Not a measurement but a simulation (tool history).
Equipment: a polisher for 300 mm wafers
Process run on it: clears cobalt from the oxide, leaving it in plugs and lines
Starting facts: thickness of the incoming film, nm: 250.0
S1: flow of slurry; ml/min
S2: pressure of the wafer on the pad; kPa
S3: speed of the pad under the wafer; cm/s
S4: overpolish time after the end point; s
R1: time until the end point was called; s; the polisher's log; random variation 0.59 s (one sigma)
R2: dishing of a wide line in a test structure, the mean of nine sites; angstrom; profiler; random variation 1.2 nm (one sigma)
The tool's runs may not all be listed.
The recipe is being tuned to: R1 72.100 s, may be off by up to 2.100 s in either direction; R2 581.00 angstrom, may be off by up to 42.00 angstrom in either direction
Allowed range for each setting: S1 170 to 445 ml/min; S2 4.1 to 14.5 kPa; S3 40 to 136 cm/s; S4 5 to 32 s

{"run": 1, "hour": 0.0, "S1": 285, "S2": 9.0, "S3": 88, "S4": 16, "R1": 77.371, "R2": 408.93}
{"run": 2, "hour": 7.9, "S1": 285, "S2": 9.0, "S3": 88, "S4": 10, "R1": 79.131, "R2": 270.94}
{"run": 3, "hour": 10.6, "S1": 285, "S2": 9.0, "S3": 88, "S4": 5, "R1": 79.545, "R2": 150.55}
{"run": 4, "hour": 11.5, "S1": 325, "S2": 9.0, "S3": 88, "S4": 5, "R1": 77.729, "R2": 154.37}
{"run": 5, "hour": 14.2, "S1": 325, "S2": 9.0, "S3": 74, "S4": 5, "R1": 85.41, "R2": 136.36}
{"run": 6, "hour": 16.8, "S1": 325, "S2": 11.0, "S3": 74, "S4": 5, "R1": 69.179, "R2": 168.34}
{"run": 7, "hour": 20.9, "S1": 310, "S2": 11.0, "S3": 70, "S4": 13, "R1": 74.258, "R2": 367.83}
{"run": 8, "hour": 23.4, "S1": 295, "S2": 11.0, "S3": 70, "S4": 14, "R1": 73.146, "R2": 385.7}
{"run": 9, "hour": 27.0, "S1": 300, "S2": 11.0, "S3": 70, "S4": 22, "R1": 72.294, "R2": 502.0}

4 candidate next runs follow, results not yet known. Just one meets every target within its allowed miss. Identify it.
{"run": "A", "hour": 30.6, "S1": 350, "S2": 10.3, "S3": 88, "S4": 25, "R1": "?", "R2": "?"}
{"run": "B", "hour": 30.6, "S1": 295, "S2": 10.3, "S3": 80, "S4": 27, "R1": "?", "R2": "?"}
{"run": "C", "hour": 30.6, "S1": 365, "S2": 11.0, "S3": 82, "S4": 17, "R1": "?", "R2": "?"}
{"run": "D", "hour": 30.6, "S1": 290, "S2": 11.7, "S3": 76, "S4": 18, "R1": "?", "R2": "?"}

move=A R1=67.542 R2=589.20
move=B R1=72.396 R2=592.05
move=C R1=65.932 R2=471.13
move=D R1=66.073 R2=488.64
A: brings the last run's worst result on target, with another outside its allowed miss
B: each result inside its tolerance
C: its largest miss is bigger than the last run's
D: its largest miss is bigger than the last run's
B is the move that brings every result within its allowed miss.
